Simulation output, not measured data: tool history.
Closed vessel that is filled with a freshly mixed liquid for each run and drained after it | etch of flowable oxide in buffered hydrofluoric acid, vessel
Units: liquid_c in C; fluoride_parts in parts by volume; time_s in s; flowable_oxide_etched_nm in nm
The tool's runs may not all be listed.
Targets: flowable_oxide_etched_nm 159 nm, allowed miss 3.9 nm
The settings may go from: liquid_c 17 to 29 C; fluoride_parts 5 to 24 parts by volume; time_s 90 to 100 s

run	day	liquid_c	fluoride_parts	time_s	flowable_oxide_etched_nm
1	0	21	14.5	90	193.22
2	0.304	20	14.5	90	184.5
3	0.558	21.5	14.5	90	201.31
4	0.883	21.5	17	90	172.2
5	1.062	21	17	90	167.58
6	1.425	21	17	100	187.78
7	1.488	20	17	100	178.2
8	1.617	19.5	17	100	170.26
9	1.746	19	17	100	166.1

4 next moves are on the table. One of them brings every result within its allowed miss. Which?
A	1.875	18	14	90	?
B	1.875	20	17	95	?
C	1.875	18.5	16.5	100	?
D	1.875	23	22.5	100	?

move	flowable_oxide_etched_nm
A	173.73
B	169.64
C	168.99
D	160.29
A: further off than the last run
B: further off than the last run
C: further off than the last run
D: meets every target
Move D is the one to make.
